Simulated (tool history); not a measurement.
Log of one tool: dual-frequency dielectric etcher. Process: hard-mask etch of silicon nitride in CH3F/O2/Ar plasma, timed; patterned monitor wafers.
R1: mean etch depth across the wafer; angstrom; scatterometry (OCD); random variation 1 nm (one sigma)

{"run": 1, "hour": 0.0, "source power (W)": 460, "bias power (W)": 94, "etch time (s)": 230, "R1": 1869.7}
{"run": 2, "hour": 7.4, "source power (W)": 420, "bias power (W)": 90, "etch time (s)": 230, "R1": 1793.9}
{"run": 3, "hour": 12.1, "source power (W)": 390, "bias power (W)": 86, "etch time (s)": 230, "R1": 1698.7}
{"run": 4, "hour": 15.6, "source power (W)": 390, "bias power (W)": 86, "etch time (s)": 230, "R1": 1714.7}
{"run": 5, "hour": 23.8, "source power (W)": 390, "bias power (W)": 73, "etch time (s)": 230, "R1": 1609.7}
{"run": 6, "hour": 29.4, "source power (W)": 390, "bias power (W)": 73, "etch time (s)": 240, "R1": 1670.8}
{"run": 7, "hour": 32.1, "source power (W)": 370, "bias power (W)": 72, "etch time (s)": 240, "R1": 1644.5}
{"run": 8, "hour": 37.8, "source power (W)": 370, "bias power (W)": 72, "etch time (s)": 240, "R1": 1655.8}
{"run": 9, "hour": 40.0, "source power (W)": 350, "bias power (W)": 71, "etch time (s)": 240, "R1": 1607.2}

The next listed run, before its measurement:
{"run": 10, "hour": 44.4, "source power (W)": 340, "bias power (W)": 71, "etch time (s)": 240, "R1": "?"}

{"run 10": {"R1": 1601.3}}
